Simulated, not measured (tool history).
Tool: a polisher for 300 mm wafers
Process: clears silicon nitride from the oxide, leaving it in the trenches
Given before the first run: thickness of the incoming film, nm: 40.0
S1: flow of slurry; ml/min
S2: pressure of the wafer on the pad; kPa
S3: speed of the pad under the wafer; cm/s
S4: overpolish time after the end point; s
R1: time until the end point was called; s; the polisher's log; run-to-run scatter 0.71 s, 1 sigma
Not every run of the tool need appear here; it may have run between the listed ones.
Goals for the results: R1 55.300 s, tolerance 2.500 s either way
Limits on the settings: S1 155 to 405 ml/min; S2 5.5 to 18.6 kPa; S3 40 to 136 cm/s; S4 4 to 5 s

run  hour   S1    S2  S3  S4       R1
  1   0.0  260  11.7  88   5   91.461
  2   7.7  260   9.7  88   5  112.150
  3  14.4  260   7.6  88   5  138.890
  4  20.7  315   7.6  88   5  134.120
  5  22.7  315   7.6  76   5  155.200
  6  25.4  315   9.0  76   5  133.190
  7  27.9  315  10.3  76   5  119.650
  8  32.6  315  11.7  76   5  104.550
  9  36.5  315  12.4  76   5   97.976
 10  39.4  315  13.1  76   5   92.854
 11  41.1  315  13.8  76   5   92.293
 12  49.2  315  14.5  78   5   84.653
 13  55.6  315  17.9  86   5   62.899
 14  63.2  315  17.9  88   5   60.494

Below are 4 possible settings for the next run. Only one of them brings all results inside the allowed miss of their targets. Which is it?
  A  70.8  340  18.6  84   5   ?
  B  70.8  320  17.2  78   5   ?
  C  70.8  300  17.9  96   4   ?
  D  70.8  310  17.9  90   5   ?

move      R1
   A  61.616
   B  71.583
   C  56.730
   D  60.216
A: misses by more than the last run did
B: misses by more than the last run did
C: all results land within tolerance of their targets
D: nearer than the last run, and not there yet
C meets every target.
